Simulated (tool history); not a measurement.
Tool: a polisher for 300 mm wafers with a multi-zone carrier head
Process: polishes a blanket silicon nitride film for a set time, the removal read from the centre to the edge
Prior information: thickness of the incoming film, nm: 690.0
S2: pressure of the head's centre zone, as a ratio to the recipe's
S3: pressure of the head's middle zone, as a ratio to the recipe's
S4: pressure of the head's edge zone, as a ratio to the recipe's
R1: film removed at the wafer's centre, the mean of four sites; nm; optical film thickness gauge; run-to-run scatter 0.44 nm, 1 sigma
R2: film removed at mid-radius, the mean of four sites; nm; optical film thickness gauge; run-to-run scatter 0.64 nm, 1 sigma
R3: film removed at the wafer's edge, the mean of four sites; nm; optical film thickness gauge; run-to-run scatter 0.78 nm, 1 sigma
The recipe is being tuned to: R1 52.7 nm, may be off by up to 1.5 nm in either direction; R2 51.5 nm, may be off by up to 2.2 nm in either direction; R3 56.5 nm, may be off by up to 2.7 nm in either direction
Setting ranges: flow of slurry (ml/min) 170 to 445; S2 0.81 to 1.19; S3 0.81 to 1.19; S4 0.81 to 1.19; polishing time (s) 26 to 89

Run 1, day 0: flow of slurry (ml/min) 285, S2 1, S3 1, S4 1, polishing time (s) 57. Result: R1 103.58 nm, R2 103.87 nm, R3 102.23 nm.
Run 2, day 0.129: flow of slurry (ml/min) 285, S2 0.94, S3 1, S4 1, polishing time (s) 57. Result: R1 96.19 nm, R2 105.13 nm, R3 102.07 nm.
Run 3, day 0.412: flow of slurry (ml/min) 280, S2 0.94, S3 0.98, S4 0.99, polishing time (s) 53. Result: R1 87.993 nm, R2 97.333 nm, R3 92.94 nm.
Run 4, day 0.542: flow of slurry (ml/min) 280, S2 0.94, S3 0.98, S4 1.02, polishing time (s) 53. Result: R1 88.917 nm, R2 94.1 nm, R3 94.968 nm.
Run 5, day 0.8: flow of slurry (ml/min) 255, S2 0.94, S3 0.98, S4 1.02, polishing time (s) 53. Result: R1 88.601 nm, R2 94.114 nm, R3 92.494 nm.
Run 6, day 1.167: flow of slurry (ml/min) 295, S2 0.94, S3 0.98, S4 1.02, polishing time (s) 53. Result: R1 88.177 nm, R2 96.799 nm, R3 98.285 nm.
Run 7, day 1.338: flow of slurry (ml/min) 295, S2 0.94, S3 0.98, S4 1.02, polishing time (s) 53. Result: R1 91.162 nm, R2 95.673 nm, R3 94.475 nm.
Run 8, day 1.608: flow of slurry (ml/min) 260, S2 0.87, S3 0.88, S4 0.94, polishing time (s) 37. Result: R1 57.902 nm, R2 61.053 nm, R3 63.624 nm.
Run 9, day 1.767: flow of slurry (ml/min) 255, S2 0.87, S3 0.87, S4 0.94, polishing time (s) 37. Result: R1 56.755 nm, R2 60.949 nm, R3 64.023 nm.
Run 10, day 1.842: flow of slurry (ml/min) 255, S2 0.88, S3 0.86, S4 0.94, polishing time (s) 36. Result: R1 56.302 nm, R2 59.16 nm, R3 60.979 nm.
Run 11, day 2.179: flow of slurry (ml/min) 255, S2 0.88, S3 0.85, S4 0.95, polishing time (s) 35. Result: R1 54.881 nm, R2 55.631 nm, R3 59.997 nm.

Consider the 5 candidate settings below. Which is the only one whose results all fall within their allowed miss of target?
Run A, day 2.517: flow of slurry (ml/min) 220, S2 0.87, S3 0.98, S4 0.85, polishing time (s) 35. Result: R1 ?, R2 ?, R3 ?.
Run B, day 2.517: flow of slurry (ml/min) 255, S2 0.95, S3 1, S4 0.81, polishing time (s) 33. Result: R1 ?, R2 ?, R3 ?.
Run C, day 2.517: flow of slurry (ml/min) 170, S2 0.87, S3 0.88, S4 0.81, polishing time (s) 39. Result: R1 ?, R2 ?, R3 ?.
Run D, day 2.517: flow of slurry (ml/min) 240, S2 1.05, S3 0.83, S4 0.9, polishing time (s) 32. Result: R1 ?, R2 ?, R3 ?.
Run E, day 2.517: flow of slurry (ml/min) 170, S2 0.93, S3 0.86, S4 0.98, polishing time (s) 33. Result: R1 ?, R2 ?, R3 ?.

move      R1      R2      R3
   A  53.289  61.359   57.19
   B  55.785  59.649   53.34
   C  57.529  60.872  61.195
   D  59.389  49.335  54.111
   E  52.058  50.526  56.503
A: its largest miss is bigger than the last run's
B: its largest miss is bigger than the last run's
C: its largest miss is bigger than the last run's
D: corrects the largest miss of the last run, while another result sits out of spec
E: meets every target
Move E is the one to make.

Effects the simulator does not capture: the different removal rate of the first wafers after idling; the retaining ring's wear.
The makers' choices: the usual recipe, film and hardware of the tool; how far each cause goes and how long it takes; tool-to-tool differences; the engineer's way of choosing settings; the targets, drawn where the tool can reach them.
